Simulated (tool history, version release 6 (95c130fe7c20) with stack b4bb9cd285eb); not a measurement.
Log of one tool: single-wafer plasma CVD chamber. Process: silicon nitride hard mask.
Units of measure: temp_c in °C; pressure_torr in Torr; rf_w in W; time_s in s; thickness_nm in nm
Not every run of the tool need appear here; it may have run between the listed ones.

run	day	temp_c	pressure_torr	rf_w	time_s	thickness_nm
1	0	390	2.09	235	43.7	47.3
2	0.05	390	1.97	215	43.1	43.106
3	0.096	390	1.71	215	43.1	41.798
4	0.292	390	1.65	205	42.8	40.115
5	0.646	390	1.65	205	41.7	39.312
6	0.717	390	1.47	205	41.7	38.05
7	1.075	390	1.42	200	41.7	37.311

Run 8 has not been measured yet. What should we expect?
8	1.417	390	1.38	195	41.7	?

{"run 8": {"thickness_nm": 36.492}}
